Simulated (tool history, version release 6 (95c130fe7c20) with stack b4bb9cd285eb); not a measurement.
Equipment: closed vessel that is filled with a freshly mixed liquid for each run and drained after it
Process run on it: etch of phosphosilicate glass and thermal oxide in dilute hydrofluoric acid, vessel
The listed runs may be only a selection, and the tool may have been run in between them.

run	hour	temperature setpoint of the liquid (K)	parts of water to one part of 49 % hydrofluoric acid (parts by volume)	time in the liquid (s)	thickness taken off the phosphosilicate glass on a monitor wafer (nm)	thickness taken off the thermal oxide on a monitor wafer (nm)
1	0.0	295.15	170	60	56.397	1.37000
2	3.5	291.65	170	60	48.797	1.22660
3	8.3	290.15	170	60	46.156	1.13890
4	13.4	292.15	170	60	50.609	1.20970
5	18.7	293.65	170	60	53.412	1.30460
6	20.7	293.65	170	40	35.585	0.85625
7	24.3	297.65	120	40	62.880	1.49720
8	31.4	298.15	120	40	63.730	1.54630

What will run 9 give?
9	32.9	298.65	120	40	?	?

thickness taken off the phosphosilicate glass on a monitor wafer (nm): 65.060
thickness taken off the thermal oxide on a monitor wafer (nm): 1.56460
